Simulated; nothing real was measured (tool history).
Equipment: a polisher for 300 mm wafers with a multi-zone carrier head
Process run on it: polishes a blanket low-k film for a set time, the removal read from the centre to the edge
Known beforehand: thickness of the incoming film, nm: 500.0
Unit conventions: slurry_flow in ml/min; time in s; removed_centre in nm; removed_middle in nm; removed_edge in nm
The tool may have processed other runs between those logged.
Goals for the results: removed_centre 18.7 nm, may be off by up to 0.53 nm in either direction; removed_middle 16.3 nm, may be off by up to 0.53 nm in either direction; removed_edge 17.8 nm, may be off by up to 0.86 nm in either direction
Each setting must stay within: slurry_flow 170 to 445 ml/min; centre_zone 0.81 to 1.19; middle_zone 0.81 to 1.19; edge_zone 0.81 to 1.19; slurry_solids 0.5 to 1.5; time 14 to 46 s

run	hour	slurry_flow	centre_zone	middle_zone	edge_zone	slurry_solids	time	removed_centre	removed_middle	removed_edge
1	0	285	1	1	1	1	30	15.392	15.238	15.529
2	5	255	1	1	1	1	30	15.054	15.271	15.237
3	9.7	305	1	1	1	1	30	15.333	15.27	15.52
4	16.3	315	1.04	1	1.04	1.05	30	16.512	15.486	15.891
5	19.1	315	1.04	1	0.96	1.05	30	16.411	15.593	15.544
6	23	325	1.05	0.99	0.99	1.1	30	17.104	16.038	16.803
7	24.2	330	1.07	0.99	0.99	1.1	30	17.312	15.783	16.627
8	30.2	335	1.08	0.99	1	1.15	30	18.055	16.329	16.798
9	37.3	345	1.08	0.98	1.01	1.15	30	18.041	16.215	16.906
10	40	350	1.08	0.97	1.02	1.15	30	17.621	15.822	16.863

Exactly one of the 4 candidate moves below puts every result within its allowed miss. Which one?
A	42.7	330	1.15	1.11	0.99	0.9	33	?	?	?
B	42.7	345	1.07	0.91	0.98	1.2	29	?	?	?
C	42.7	425	1.02	0.94	1.06	1	33	?	?	?
D	42.7	400	1.04	0.89	0.95	1.1	33	?	?	?

move	removed_centre	removed_middle	removed_edge
A	18.378	17.449	16.76
B	17.24	14.861	16.834
C	17.598	16.295	18.486
D	18.63	16.19	18.395
A: brings the result that was furthest off to its target, and leaves another outside
B: lands further from the targets than the last run did
C: roughly where the last run was
D: meets every target
Move D is the one to make.
